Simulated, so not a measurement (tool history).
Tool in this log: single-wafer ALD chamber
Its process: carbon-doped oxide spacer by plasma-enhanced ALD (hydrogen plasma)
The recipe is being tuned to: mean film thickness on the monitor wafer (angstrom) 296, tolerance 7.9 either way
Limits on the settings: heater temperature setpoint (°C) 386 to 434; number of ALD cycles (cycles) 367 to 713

run  hour  heater temperature setpoint (°C)  number of ALD cycles (cycles)  mean film thickness on the monitor wafer (angstrom)
  1     0                               410                            540                                               261.36
  2   5.7                               409                            552                                               268.04
  3   9.2                               408                            561                                               273.94
  4  15.2                               407                            567                                                277.4
  5  19.7                               407                            507                                               247.31
  6  21.9                               416                            507                                                240.9
  7  24.2                               414                            526                                               251.13
  8  28.3                               412                            541                                               260.37
  9  30.4                               411                            553                                               267.15
 10  32.8                               410                            562                                               273.29
 11  36.1                               409                            569                                                275.4
 12  42.2                               409                            569                                               276.02
 13  44.7                               408                            575                                               279.45
 14  52.5                               407                            580                                               283.94
 15  59.6                               406                            584                                               287.77

Consider the 5 candidate settings below. Which is the only one whose results all fall within their allowed miss of target?
  A  66.7                               416                            585                                                    ?
  B  66.7                               405                            559                                                    ?
  C  66.7                               417                            620                                                    ?
  D  66.7                               409                            557                                                    ?
  E  66.7                               390                            551                                                    ?

move  mean film thickness on the monitor wafer (angstrom)
   A                                               276.68
   B                                               274.86
   C                                               292.18
   D                                               270.08
   E                                               274.46
A: lands further from the targets than the last run did
B: lands further from the targets than the last run did
C: all results in spec
D: lands further from the targets than the last run did
E: lands further from the targets than the last run did
Answer: C

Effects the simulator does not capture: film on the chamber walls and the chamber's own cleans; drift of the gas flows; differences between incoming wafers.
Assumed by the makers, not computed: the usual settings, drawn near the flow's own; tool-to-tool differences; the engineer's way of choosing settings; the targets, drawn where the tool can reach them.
